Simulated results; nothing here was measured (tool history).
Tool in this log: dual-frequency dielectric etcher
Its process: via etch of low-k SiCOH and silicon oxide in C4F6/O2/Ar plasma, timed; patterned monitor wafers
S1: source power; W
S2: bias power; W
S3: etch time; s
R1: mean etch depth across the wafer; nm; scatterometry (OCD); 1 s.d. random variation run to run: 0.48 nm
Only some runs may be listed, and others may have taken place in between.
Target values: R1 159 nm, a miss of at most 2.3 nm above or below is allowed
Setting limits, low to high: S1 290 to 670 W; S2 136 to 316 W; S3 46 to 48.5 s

Run 1, day 0: S1 480 W, S2 226 W, S3 46 s. Result: R1 138.87 nm.
Run 2, day 0.217: S1 480 W, S2 199 W, S3 46 s. Result: R1 134.29 nm.
Run 3, day 0.312: S1 480 W, S2 199 W, S3 46 s. Result: R1 134.4 nm.
Run 4, day 0.392: S1 560 W, S2 199 W, S3 46 s. Result: R1 141.34 nm.
Run 5, day 0.546: S1 580 W, S2 205 W, S3 46 s. Result: R1 143.18 nm.
Run 6, day 0.854: S1 590 W, S2 212 W, S3 46 s. Result: R1 146.13 nm.
Run 7, day 1.008: S1 590 W, S2 212 W, S3 46 s. Result: R1 145.49 nm.
Run 8, day 1.112: S1 600 W, S2 218 W, S3 46 s. Result: R1 146.58 nm.
Run 9, day 1.325: S1 610 W, S2 224 W, S3 46 s. Result: R1 147.87 nm.

Exercise: of the 4 proposed moves below, exactly one satisfies all targets within the stated allowed misses. Which move is it?
Run A, day 1.538: S1 590 W, S2 230 W, S3 48 s. Result: R1 ?.
Run B, day 1.538: S1 630 W, S2 222 W, S3 47 s. Result: R1 ?.
Run C, day 1.538: S1 590 W, S2 259 W, S3 48 s. Result: R1 ?.
Run D, day 1.538: S1 530 W, S2 171 W, S3 48.5 s. Result: R1 ?.

move      R1
   A  154.45
   B  152.92
   C  159.37
   D  140.47
A: closes in on the targets versus the last run, not all within tolerance yet
B: closes in on the targets versus the last run, not all within tolerance yet
C: every result within its allowed miss
D: its largest miss is bigger than the last run's
The move that meets every target is C.

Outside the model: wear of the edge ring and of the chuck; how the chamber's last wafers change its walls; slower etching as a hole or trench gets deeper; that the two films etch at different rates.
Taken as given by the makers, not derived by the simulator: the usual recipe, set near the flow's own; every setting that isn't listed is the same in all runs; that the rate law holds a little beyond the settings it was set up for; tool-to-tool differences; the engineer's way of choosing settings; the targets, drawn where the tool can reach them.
